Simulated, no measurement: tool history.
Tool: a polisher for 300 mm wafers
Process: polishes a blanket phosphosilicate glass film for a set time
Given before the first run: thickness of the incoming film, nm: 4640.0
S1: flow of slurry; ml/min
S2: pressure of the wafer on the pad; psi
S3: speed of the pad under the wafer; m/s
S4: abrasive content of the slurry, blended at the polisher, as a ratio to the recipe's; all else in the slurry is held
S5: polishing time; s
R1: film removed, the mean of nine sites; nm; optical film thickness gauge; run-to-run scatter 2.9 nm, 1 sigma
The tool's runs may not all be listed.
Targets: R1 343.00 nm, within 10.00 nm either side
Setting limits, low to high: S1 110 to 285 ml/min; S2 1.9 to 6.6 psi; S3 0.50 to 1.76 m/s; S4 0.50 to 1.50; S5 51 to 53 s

run 1 hour=0.0 | S1=180 S2=4.2 S3=1.12 S4=1.00 S5=51 | R1=659.73
run 2 hour=2.7 | S1=145 S2=4.2 S3=1.12 S4=1.00 S5=51 | R1=643.45
run 3 hour=11.3 | S1=145 S2=3.8 S3=1.12 S4=1.00 S5=51 | R1=586.37
run 4 hour=13.2 | S1=145 S2=3.5 S3=1.10 S4=1.00 S5=51 | R1=532.96
run 5 hour=19.8 | S1=145 S2=3.2 S3=1.10 S4=1.00 S5=51 | R1=487.14
run 6 hour=25.4 | S1=145 S2=3.0 S3=1.10 S4=1.00 S5=51 | R1=468.99
run 7 hour=28.1 | S1=145 S2=2.8 S3=1.10 S4=1.00 S5=51 | R1=429.77
run 8 hour=32.2 | S1=145 S2=2.7 S3=1.10 S4=1.00 S5=51 | R1=418.03
run 9 hour=36.8 | S1=145 S2=2.6 S3=1.10 S4=1.00 S5=51 | R1=392.93
run 10 hour=41.7 | S1=145 S2=2.5 S3=1.10 S4=1.00 S5=51 | R1=390.02
run 11 hour=47.8 | S1=145 S2=2.4 S3=1.10 S4=1.00 S5=51 | R1=369.28
run 12 hour=53.9 | S1=145 S2=2.3 S3=1.10 S4=1.00 S5=51 | R1=359.66
run 13 hour=56.1 | S1=145 S2=2.3 S3=1.10 S4=1.00 S5=51 | R1=356.98

Pick the move, out of 4, that brings all results within their allowed miss; only one does.
run A hour=58.3 | S1=135 S2=2.0 S3=1.18 S4=1.15 S5=51 | R1=?
run B hour=58.3 | S1=110 S2=2.1 S3=1.20 S4=1.15 S5=53 | R1=?
run C hour=58.3 | S1=170 S2=2.1 S3=1.02 S4=1.25 S5=53 | R1=?
run D hour=58.3 | S1=125 S2=2.6 S3=0.98 S4=1.00 S5=52 | R1=?

move=A R1=343.75
move=B R1=365.95
move=C R1=355.84
move=D R1=360.97
A: meets every target
B: lands further from the targets than the last run did
C: closes in on the targets versus the last run, not all within tolerance yet
D: lands further from the targets than the last run did
The move that meets every target is A.

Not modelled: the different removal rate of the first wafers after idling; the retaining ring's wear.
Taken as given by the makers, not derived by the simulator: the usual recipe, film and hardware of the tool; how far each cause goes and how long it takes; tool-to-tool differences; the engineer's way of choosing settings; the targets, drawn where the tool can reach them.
